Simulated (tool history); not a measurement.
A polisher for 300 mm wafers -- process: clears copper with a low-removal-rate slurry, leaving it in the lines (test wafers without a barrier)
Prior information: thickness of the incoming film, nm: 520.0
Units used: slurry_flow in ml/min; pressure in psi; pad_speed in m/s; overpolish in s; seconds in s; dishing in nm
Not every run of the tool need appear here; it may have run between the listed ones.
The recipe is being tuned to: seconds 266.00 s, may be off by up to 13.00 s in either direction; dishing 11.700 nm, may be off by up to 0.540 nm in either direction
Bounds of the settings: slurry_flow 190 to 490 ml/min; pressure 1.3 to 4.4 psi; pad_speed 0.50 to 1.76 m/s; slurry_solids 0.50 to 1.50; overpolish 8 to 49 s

Run 1, hour 0.0: slurry_flow 315 ml/min, pressure 2.8 psi, pad_speed 1.12 m/s, slurry_solids 1.00, overpolish 25 s. Result: seconds 164.54 s, dishing 38.594 nm.
Run 2, hour 2.6: slurry_flow 315 ml/min, pressure 2.6 psi, pad_speed 1.08 m/s, slurry_solids 1.00, overpolish 22 s. Result: seconds 180.27 s, dishing 35.479 nm.
Run 3, hour 7.1: slurry_flow 295 ml/min, pressure 2.6 psi, pad_speed 1.00 m/s, slurry_solids 0.90, overpolish 20 s. Result: seconds 199.15 s, dishing 30.522 nm.
Run 4, hour 7.7: slurry_flow 280 ml/min, pressure 2.6 psi, pad_speed 0.92 m/s, slurry_solids 0.85, overpolish 18 s. Result: seconds 226.62 s, dishing 26.980 nm.
Run 5, hour 16.2: slurry_flow 265 ml/min, pressure 2.7 psi, pad_speed 0.86 m/s, slurry_solids 0.80, overpolish 16 s. Result: seconds 233.53 s, dishing 23.066 nm.
Run 6, hour 24.7: slurry_flow 255 ml/min, pressure 2.8 psi, pad_speed 0.80 m/s, slurry_solids 0.75, overpolish 15 s. Result: seconds 241.32 s, dishing 21.501 nm.
Run 7, hour 32.4: slurry_flow 245 ml/min, pressure 2.9 psi, pad_speed 0.76 m/s, slurry_solids 0.70, overpolish 14 s. Result: seconds 251.67 s, dishing 19.873 nm.
Run 8, hour 34.1: slurry_flow 235 ml/min, pressure 3.0 psi, pad_speed 0.72 m/s, slurry_solids 0.65, overpolish 13 s. Result: seconds 265.04 s, dishing 18.287 nm.
Run 9, hour 40.6: slurry_flow 230 ml/min, pressure 3.1 psi, pad_speed 0.68 m/s, slurry_solids 0.65, overpolish 12 s. Result: seconds 274.08 s, dishing 16.671 nm.
Run 10, hour 41.8: slurry_flow 225 ml/min, pressure 3.3 psi, pad_speed 0.66 m/s, slurry_solids 0.65, overpolish 11 s. Result: seconds 257.38 s, dishing 15.821 nm.
Run 11, hour 42.5: slurry_flow 220 ml/min, pressure 3.4 psi, pad_speed 0.64 m/s, slurry_solids 0.65, overpolish 11 s. Result: seconds 263.76 s, dishing 15.908 nm.
Run 12, hour 46.9: slurry_flow 215 ml/min, pressure 3.5 psi, pad_speed 0.62 m/s, slurry_solids 0.65, overpolish 11 s. Result: seconds 267.08 s, dishing 15.663 nm.

Which single option among these 5 for the next run brings every result within its allowed miss of target? Just one does.
Run A, hour 51.3: slurry_flow 225 ml/min, pressure 3.4 psi, pad_speed 0.60 m/s, slurry_solids 0.60, overpolish 16 s. Result: seconds ?, dishing ?.
Run B, hour 51.3: slurry_flow 210 ml/min, pressure 3.1 psi, pad_speed 0.70 m/s, slurry_solids 0.55, overpolish 23 s. Result: seconds ?, dishing ?.
Run C, hour 51.3: slurry_flow 290 ml/min, pressure 3.3 psi, pad_speed 0.72 m/s, slurry_solids 0.55, overpolish 17 s. Result: seconds ?, dishing ?.
Run D, hour 51.3: slurry_flow 220 ml/min, pressure 3.7 psi, pad_speed 0.56 m/s, slurry_solids 0.70, overpolish 8 s. Result: seconds ?, dishing ?.
Run E, hour 51.3: slurry_flow 190 ml/min, pressure 2.5 psi, pad_speed 0.90 m/s, slurry_solids 0.50, overpolish 15 s. Result: seconds ?, dishing ?.

move  seconds  dishing
   A   279.50   20.942
   B   270.53   28.241
   C   238.81   24.813
   D   268.13   12.029
   E   269.93   20.332
A: its largest miss is bigger than the last run's
B: its largest miss is bigger than the last run's
C: its largest miss is bigger than the last run's
D: every result within its allowed miss
E: its largest miss is bigger than the last run's
Move D is the one to make.

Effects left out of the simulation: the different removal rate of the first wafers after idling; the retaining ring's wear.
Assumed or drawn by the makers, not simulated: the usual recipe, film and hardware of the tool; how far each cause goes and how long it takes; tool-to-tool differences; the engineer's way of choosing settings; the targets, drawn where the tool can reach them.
